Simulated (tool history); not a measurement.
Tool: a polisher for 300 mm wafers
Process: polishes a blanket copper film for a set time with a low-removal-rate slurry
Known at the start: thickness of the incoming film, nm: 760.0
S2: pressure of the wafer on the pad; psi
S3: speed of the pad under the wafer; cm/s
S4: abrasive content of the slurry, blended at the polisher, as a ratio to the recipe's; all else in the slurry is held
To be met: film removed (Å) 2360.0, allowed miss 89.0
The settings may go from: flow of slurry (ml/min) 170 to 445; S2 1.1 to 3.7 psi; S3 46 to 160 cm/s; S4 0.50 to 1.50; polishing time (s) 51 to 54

{"run": 1, "hour": 0.0, "flow of slurry (ml/min)": 285, "S2": 2.4, "S3": 102, "S4": 1.0, "polishing time (s)": 51, "film removed (Å)": 1513.9}
{"run": 2, "hour": 6.7, "flow of slurry (ml/min)": 285, "S2": 2.6, "S3": 102, "S4": 1.0, "polishing time (s)": 51, "film removed (Å)": 1631.0}
{"run": 3, "hour": 8.9, "flow of slurry (ml/min)": 285, "S2": 2.8, "S3": 102, "S4": 1.0, "polishing time (s)": 51, "film removed (Å)": 1757.0}
{"run": 4, "hour": 17.6, "flow of slurry (ml/min)": 285, "S2": 2.9, "S3": 102, "S4": 1.0, "polishing time (s)": 51, "film removed (Å)": 1815.7}
{"run": 5, "hour": 22.7, "flow of slurry (ml/min)": 355, "S2": 2.9, "S3": 102, "S4": 1.0, "polishing time (s)": 51, "film removed (Å)": 1890.1}
{"run": 6, "hour": 28.6, "flow of slurry (ml/min)": 355, "S2": 2.9, "S3": 102, "S4": 1.1, "polishing time (s)": 51, "film removed (Å)": 1903.5}
{"run": 7, "hour": 34.9, "flow of slurry (ml/min)": 355, "S2": 3.0, "S3": 102, "S4": 1.1, "polishing time (s)": 51, "film removed (Å)": 1961.7}
{"run": 8, "hour": 38.2, "flow of slurry (ml/min)": 355, "S2": 3.1, "S3": 102, "S4": 1.1, "polishing time (s)": 51, "film removed (Å)": 2028.2}
{"run": 9, "hour": 47.0, "flow of slurry (ml/min)": 355, "S2": 3.2, "S3": 102, "S4": 1.1, "polishing time (s)": 51, "film removed (Å)": 2093.3}

Which of these 5 next moves meets every target?
{"run": "A", "hour": 55.8, "flow of slurry (ml/min)": 370, "S2": 3.3, "S3": 98, "S4": 1.05, "polishing time (s)": 54, "film removed (Å)": "?"}
{"run": "B", "hour": 55.8, "flow of slurry (ml/min)": 360, "S2": 3.1, "S3": 100, "S4": 1.05, "polishing time (s)": 51, "film removed (Å)": "?"}
{"run": "C", "hour": 55.8, "flow of slurry (ml/min)": 330, "S2": 3.4, "S3": 108, "S4": 1.0, "polishing time (s)": 53, "film removed (Å)": "?"}
{"run": "D", "hour": 55.8, "flow of slurry (ml/min)": 350, "S2": 3.2, "S3": 102, "S4": 1.05, "polishing time (s)": 54, "film removed (Å)": "?"}
{"run": "E", "hour": 55.8, "flow of slurry (ml/min)": 365, "S2": 3.5, "S3": 116, "S4": 1.1, "polishing time (s)": 51, "film removed (Å)": "?"}

move=A film_removed_(Å)=2192.5
move=B film_removed_(Å)=1982.2
move=C film_removed_(Å)=2375.4
move=D film_removed_(Å)=2201.9
move=E film_removed_(Å)=2618.2
A: nearer than the last run, and not there yet
B: further off than the last run
C: meets every target
D: nearer than the last run, and not there yet
E: takes the result that was furthest off past its target
Move C is the one to make.
